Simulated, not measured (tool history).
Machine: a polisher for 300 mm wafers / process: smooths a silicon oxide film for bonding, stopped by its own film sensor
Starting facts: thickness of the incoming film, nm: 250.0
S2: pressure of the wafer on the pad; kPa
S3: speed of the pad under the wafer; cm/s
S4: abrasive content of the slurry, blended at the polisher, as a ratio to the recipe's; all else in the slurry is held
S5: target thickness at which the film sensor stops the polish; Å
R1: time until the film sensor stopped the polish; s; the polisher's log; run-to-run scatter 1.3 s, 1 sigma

Run 1, day 0.000: flow of slurry (ml/min) 310, S2 15.2 kPa, S3 96 cm/s, S4 1.0, S5 2210 Å. Result: R1 42.123 s.
Run 2, day 0.271: flow of slurry (ml/min) 310, S2 15.2 kPa, S3 88 cm/s, S4 1.0, S5 2210 Å. Result: R1 47.069 s.
Run 3, day 0.504: flow of slurry (ml/min) 310, S2 13.8 kPa, S3 86 cm/s, S4 1.0, S5 2210 Å. Result: R1 52.225 s.
Run 4, day 0.779: flow of slurry (ml/min) 310, S2 13.1 kPa, S3 84 cm/s, S4 1.0, S5 2210 Å. Result: R1 54.500 s.
Run 5, day 0.929: flow of slurry (ml/min) 370, S2 13.1 kPa, S3 84 cm/s, S4 1.0, S5 2210 Å. Result: R1 54.693 s.
Run 6, day 1.225: flow of slurry (ml/min) 370, S2 12.4 kPa, S3 82 cm/s, S4 1.0, S5 2210 Å. Result: R1 58.718 s.
Run 7, day 1.250: flow of slurry (ml/min) 370, S2 11.7 kPa, S3 80 cm/s, S4 1.0, S5 2210 Å. Result: R1 62.023 s.
Run 8, day 1.425: flow of slurry (ml/min) 370, S2 11.0 kPa, S3 78 cm/s, S4 1.0, S5 2210 Å. Result: R1 66.083 s.

Run 9 comes next. What will it give?
Run 9, day 1.567: flow of slurry (ml/min) 370, S2 10.3 kPa, S3 78 cm/s, S4 1.0, S5 2210 Å. Result: R1 ?.

Run 9 gave R1 69.369 s.
